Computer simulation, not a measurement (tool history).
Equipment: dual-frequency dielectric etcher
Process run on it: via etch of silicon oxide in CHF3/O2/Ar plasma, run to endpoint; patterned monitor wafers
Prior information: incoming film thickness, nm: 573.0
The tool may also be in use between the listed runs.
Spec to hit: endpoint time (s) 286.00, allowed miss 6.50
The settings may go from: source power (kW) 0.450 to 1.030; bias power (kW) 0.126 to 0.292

| run | hour | source power (kW) | bias power (kW) | endpoint time (s) |
|---|---|---|---|---|
| 1 | 0.0 | 0.740 | 0.209 | 253.48 |
| 2 | 1.1 | 0.680 | 0.209 | 267.02 |
| 3 | 3.3 | 0.770 | 0.209 | 251.08 |
| 4 | 8.0 | 0.740 | 0.207 | 253.37 |
|  | 10.7 | bias power generator calibrated |
| 5 | 10.7 | 0.740 | 0.188 | 271.78 |
| 6 | 14.9 | 0.740 | 0.203 | 261.81 |
| 7 | 23.6 | 0.720 | 0.202 | 264.78 |
| 8 | 29.1 | 0.700 | 0.201 | 267.32 |
| 9 | 32.0 | 0.690 | 0.200 | 269.94 |
| 10 | 39.3 | 0.680 | 0.199 | 275.01 |

4 candidate next runs follow, results not yet known. Just one meets every target within its allowed miss. Identify it.
| A | 46.6 | 0.710 | 0.174 | ? |
| B | 46.6 | 0.610 | 0.179 | ? |
| C | 46.6 | 0.630 | 0.171 | ? |
| D | 46.6 | 0.580 | 0.189 | ? |

| move | endpoint time (s) |
|---|---|
| A | 285.99 |
| B | 302.26 |
| C | 304.11 |
| D | 301.74 |
A: all results land within tolerance of their targets
B: the result that was furthest off in the last run now lies on the other side of its target
C: the result that was furthest off in the last run now lies on the other side of its target
D: the result that was furthest off in the last run now lies on the other side of its target
A is the move that brings every result within its allowed miss.
